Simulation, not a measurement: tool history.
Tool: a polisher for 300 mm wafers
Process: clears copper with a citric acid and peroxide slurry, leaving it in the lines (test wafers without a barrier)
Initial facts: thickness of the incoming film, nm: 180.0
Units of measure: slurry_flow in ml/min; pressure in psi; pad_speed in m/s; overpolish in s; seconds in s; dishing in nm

run    day  slurry_flow  pressure  pad_speed  slurry_solids  overpolish  seconds  dishing
  1  0.000          250       2.9       0.86           1.00          20   98.538   27.656
  2  0.250          250       2.9       0.88           1.00          18   95.094   26.817
  3  0.442          250       2.9       0.88           1.10          18   95.292   27.571
  4  0.725          250       2.6       0.88           1.10          18  106.780   24.442
  5  0.896          250       2.2       0.88           1.10          18  124.240   21.576
  6  0.996          250       2.2       0.88           1.00          18  125.770   20.874
  7  1.083          255       2.4       0.88           0.95          16  117.530   20.453
  8  1.142          185       2.9       1.04           1.20           6   87.234   11.013
  9  1.375          195       2.9       1.04           1.20           6   86.037   11.201
 10  1.462          205       2.9       1.04           1.20           6   85.376   10.963

Estimate the outcome of run 11 from the log above:
 11  1.533          210       2.9       1.04           1.20           6        ?        ?

Logged for run 11: seconds 86.347 s, dishing 10.908 nm.
